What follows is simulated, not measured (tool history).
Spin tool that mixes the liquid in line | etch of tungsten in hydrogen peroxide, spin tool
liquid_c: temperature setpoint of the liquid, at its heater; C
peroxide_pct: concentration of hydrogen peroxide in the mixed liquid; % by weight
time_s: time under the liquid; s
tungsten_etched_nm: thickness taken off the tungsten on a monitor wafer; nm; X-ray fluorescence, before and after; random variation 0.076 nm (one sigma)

run,hour,liquid_c,peroxide_pct,time_s,tungsten_etched_nm
1,0,56,18.5,15,56.962
2,0.6,51,18.5,15,41.864
3,6.3,51,18.5,15,41.945
4,13,48,18.5,15,34.813
5,19.6,48,16.5,15,33.033
6,22.9,48,16.5,15,32.992
7,28.6,46,16.5,15,29.193
8,32.2,45,16.5,15,27.576

Run 9 comes next. What will it give?
9,39.6,44,16.5,15,?

{"run 9": {"tungsten_etched_nm": 25.711}}
